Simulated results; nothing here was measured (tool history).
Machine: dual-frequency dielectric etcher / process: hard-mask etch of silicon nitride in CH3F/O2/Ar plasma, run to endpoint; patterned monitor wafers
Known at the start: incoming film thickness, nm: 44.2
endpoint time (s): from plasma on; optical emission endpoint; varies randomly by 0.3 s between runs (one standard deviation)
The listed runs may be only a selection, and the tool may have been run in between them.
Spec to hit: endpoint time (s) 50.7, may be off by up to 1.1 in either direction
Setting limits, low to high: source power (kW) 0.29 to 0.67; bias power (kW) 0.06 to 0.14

run,hour,source power (kW),bias power (kW),endpoint time (s)
1,0,0.48,0.1,57.378
2,5.4,0.51,0.102,55.301
3,8.9,0.53,0.103,54.688
4,12.5,0.48,0.103,56.626
5,15.3,0.56,0.103,52.732
6,20,0.48,0.103,56.475
7,26.2,0.51,0.104,55.224
8,33.9,0.53,0.105,53.777
9,34.5,0.54,0.106,53.305
10,43.4,0.55,0.107,52.831
11,49.1,0.56,0.108,52.331

Of the 4 settings listed for the next run, only one would bring every result within its allowed miss of target. Which one?
A,54.8,0.64,0.113,?
B,54.8,0.67,0.098,?
C,54.8,0.64,0.12,?
D,54.8,0.65,0.11,?

move,endpoint time (s)
A,48.626
B,50.214
C,47.574
D,48.793
A: takes the biggest miss from the last run beyond its target
B: all results in spec
C: takes the biggest miss from the last run beyond its target
D: takes the biggest miss from the last run beyond its target
The right move is B.
